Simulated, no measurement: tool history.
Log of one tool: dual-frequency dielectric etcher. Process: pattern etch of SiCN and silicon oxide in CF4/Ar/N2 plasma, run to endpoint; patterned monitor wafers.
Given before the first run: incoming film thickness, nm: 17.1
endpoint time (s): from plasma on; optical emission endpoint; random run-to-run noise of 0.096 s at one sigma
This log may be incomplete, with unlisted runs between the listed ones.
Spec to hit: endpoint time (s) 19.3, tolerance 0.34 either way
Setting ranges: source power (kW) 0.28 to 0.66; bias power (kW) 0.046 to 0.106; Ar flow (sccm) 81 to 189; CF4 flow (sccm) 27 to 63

run 1 hour=0 | source_power_(kW)=0.47 bias_power_(kW)=0.076 Ar_flow_(sccm)=135 CF4_flow_(sccm)=45 | endpoint_time_(s)=21.813
run 2 hour=8.4 | source_power_(kW)=0.48 bias_power_(kW)=0.076 Ar_flow_(sccm)=135 CF4_flow_(sccm)=45 | endpoint_time_(s)=21.261
run 3 hour=16.3 | source_power_(kW)=0.49 bias_power_(kW)=0.076 Ar_flow_(sccm)=135 CF4_flow_(sccm)=45 | endpoint_time_(s)=20.99
run 4 hour=20.5 | source_power_(kW)=0.5 bias_power_(kW)=0.076 Ar_flow_(sccm)=135 CF4_flow_(sccm)=45 | endpoint_time_(s)=20.65
run 5 hour=29.2 | source_power_(kW)=0.5 bias_power_(kW)=0.067 Ar_flow_(sccm)=135 CF4_flow_(sccm)=45 | endpoint_time_(s)=21.566
run 6 hour=31 | source_power_(kW)=0.5 bias_power_(kW)=0.067 Ar_flow_(sccm)=149 CF4_flow_(sccm)=45 | endpoint_time_(s)=22.276
run 7 hour=34.3 | source_power_(kW)=0.52 bias_power_(kW)=0.067 Ar_flow_(sccm)=149 CF4_flow_(sccm)=45 | endpoint_time_(s)=21.412
run 8 hour=35.8 | source_power_(kW)=0.53 bias_power_(kW)=0.067 Ar_flow_(sccm)=149 CF4_flow_(sccm)=45 | endpoint_time_(s)=21.06
run 9 hour=42.5 | source_power_(kW)=0.53 bias_power_(kW)=0.067 Ar_flow_(sccm)=149 CF4_flow_(sccm)=45 | endpoint_time_(s)=21.098
run 10 hour=44 | source_power_(kW)=0.54 bias_power_(kW)=0.067 Ar_flow_(sccm)=149 CF4_flow_(sccm)=45 | endpoint_time_(s)=20.615
run 11 hour=46.9 | source_power_(kW)=0.55 bias_power_(kW)=0.067 Ar_flow_(sccm)=149 CF4_flow_(sccm)=45 | endpoint_time_(s)=20.595
run 12 hour=51.7 | source_power_(kW)=0.56 bias_power_(kW)=0.067 Ar_flow_(sccm)=149 CF4_flow_(sccm)=45 | endpoint_time_(s)=20.148
run 13 hour=58.3 | source_power_(kW)=0.57 bias_power_(kW)=0.067 Ar_flow_(sccm)=149 CF4_flow_(sccm)=45 | endpoint_time_(s)=19.879
run 14 hour=64.5 | source_power_(kW)=0.57 bias_power_(kW)=0.067 Ar_flow_(sccm)=149 CF4_flow_(sccm)=45 | endpoint_time_(s)=19.923
run 15 hour=72.1 | source_power_(kW)=0.58 bias_power_(kW)=0.067 Ar_flow_(sccm)=149 CF4_flow_(sccm)=45 | endpoint_time_(s)=19.645

Consider the 5 candidate settings below. Which is the only one whose results all fall within their allowed miss of target?
run A hour=79.7 | source_power_(kW)=0.61 bias_power_(kW)=0.064 Ar_flow_(sccm)=143 CF4_flow_(sccm)=49 | endpoint_time_(s)=?
run B hour=79.7 | source_power_(kW)=0.61 bias_power_(kW)=0.075 Ar_flow_(sccm)=140 CF4_flow_(sccm)=37 | endpoint_time_(s)=?
run C hour=79.7 | source_power_(kW)=0.57 bias_power_(kW)=0.069 Ar_flow_(sccm)=148 CF4_flow_(sccm)=50 | endpoint_time_(s)=?
run D hour=79.7 | source_power_(kW)=0.57 bias_power_(kW)=0.065 Ar_flow_(sccm)=156 CF4_flow_(sccm)=47 | endpoint_time_(s)=?
run E hour=79.7 | source_power_(kW)=0.56 bias_power_(kW)=0.07 Ar_flow_(sccm)=146 CF4_flow_(sccm)=43 | endpoint_time_(s)=?

move=A endpoint_time_(s)=18.886
move=B endpoint_time_(s)=18.516
move=C endpoint_time_(s)=19.427
move=D endpoint_time_(s)=20.307
move=E endpoint_time_(s)=20.046
A: pushes the last run's worst result past its target
B: pushes the last run's worst result past its target
C: each result inside its tolerance
D: the biggest miss grows against the last run
E: the biggest miss grows against the last run
Move C is the one to make.
